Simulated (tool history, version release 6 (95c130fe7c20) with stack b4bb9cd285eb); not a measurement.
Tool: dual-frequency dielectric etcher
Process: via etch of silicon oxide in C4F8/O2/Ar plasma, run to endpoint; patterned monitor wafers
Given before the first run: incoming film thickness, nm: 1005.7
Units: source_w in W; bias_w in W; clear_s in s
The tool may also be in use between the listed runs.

run,hour,source_w,bias_w,clear_s
1,0.0,1340,2362,227.09
2,4.0,1340,1948,236.43
3,8.4,1420,1948,232.47
4,15.2,1420,2214,225.45
5,22.7,1490,2243,218.91
6,23.8,1490,2502,214.57

Expected results for the next run?
7,27.6,1530,2516,?

clear_s: 209.79 s

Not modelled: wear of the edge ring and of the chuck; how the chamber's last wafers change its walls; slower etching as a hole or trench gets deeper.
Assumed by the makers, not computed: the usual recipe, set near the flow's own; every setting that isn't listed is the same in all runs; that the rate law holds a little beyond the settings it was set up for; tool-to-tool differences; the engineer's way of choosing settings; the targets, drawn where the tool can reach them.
